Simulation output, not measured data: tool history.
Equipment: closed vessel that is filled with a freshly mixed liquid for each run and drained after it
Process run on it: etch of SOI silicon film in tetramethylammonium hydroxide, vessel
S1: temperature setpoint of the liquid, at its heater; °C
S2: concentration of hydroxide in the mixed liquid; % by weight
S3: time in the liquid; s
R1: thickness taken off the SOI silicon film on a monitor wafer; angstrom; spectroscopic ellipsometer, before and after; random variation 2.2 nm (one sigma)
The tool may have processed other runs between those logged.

run,hour,S1,S2,S3,R1
1,0.0,64.0,19.5,100,3745.0
2,4.7,64.0,19.5,110,4075.9
3,9.3,66.0,19.5,110,4596.8
4,18.1,62.5,19.5,110,3723.1
5,21.0,60.5,19.5,110,3345.6
6,28.6,59.0,19.5,110,3029.1
7,34.3,58.0,19.5,110,2835.6
8,41.3,57.5,19.5,110,2763.7
9,46.4,57.0,19.5,110,2711.0

For run 10, what comes out?
10,49.1,55.0,19.5,110,?

{"run 10": {"R1": 2310.0}}

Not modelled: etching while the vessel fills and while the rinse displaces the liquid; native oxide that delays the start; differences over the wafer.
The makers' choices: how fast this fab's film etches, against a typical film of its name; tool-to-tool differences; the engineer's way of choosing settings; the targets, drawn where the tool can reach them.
